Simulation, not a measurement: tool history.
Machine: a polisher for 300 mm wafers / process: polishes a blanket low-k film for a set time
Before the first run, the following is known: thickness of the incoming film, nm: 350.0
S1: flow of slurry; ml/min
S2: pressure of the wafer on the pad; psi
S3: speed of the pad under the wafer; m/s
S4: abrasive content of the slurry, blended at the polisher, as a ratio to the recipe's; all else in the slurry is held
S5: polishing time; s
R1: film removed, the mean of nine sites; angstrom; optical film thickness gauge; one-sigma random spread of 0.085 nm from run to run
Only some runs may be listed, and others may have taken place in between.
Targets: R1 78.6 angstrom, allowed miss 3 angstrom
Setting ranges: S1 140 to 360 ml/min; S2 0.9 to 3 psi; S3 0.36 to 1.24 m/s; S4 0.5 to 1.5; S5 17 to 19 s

run	day	S1	S2	S3	S4	S5	R1
1	0	230	1.9	0.8	1	19	53.682
2	0.071	230	2.1	0.8	1	19	57.657
3	0.354	230	2.3	0.8	1	19	63.142
4	0.517	230	2.3	0.8	1.2	19	67.347
5	0.654	230	2.3	0.64	1.2	19	58.163
6	0.946	230	2.4	0.64	1.2	19	59.252
7	1.017	230	2.5	0.64	1.2	19	62.344
8	1.346	230	2.6	0.64	1.2	19	62.976
9	1.438	230	2.7	0.66	1.2	19	67.157
# day 1.742: conditioning disc replaced and pad reconditioned
10	1.742	230	2.8	0.68	1.2	19	87.59

Which of these 5 next moves meets every target?
A	2.046	255	2.9	0.76	1.2	17	?
B	2.046	245	3	0.62	1.25	19	?
C	2.046	200	3	0.62	1.35	19	?
D	2.046	250	2.7	0.72	1.2	18	?
E	2.046	220	3	0.66	1.1	17	?

move	R1
A	88.176
B	87.32
C	87.822
D	83.687
E	77.595
A: moves away from the targets compared with the last run
B: neither nearer nor further off than the last run
C: neither nearer nor further off than the last run
D: nearer the targets than the last run, but a result is still out of spec
E: hits every target within its allowed miss
The right move is E.
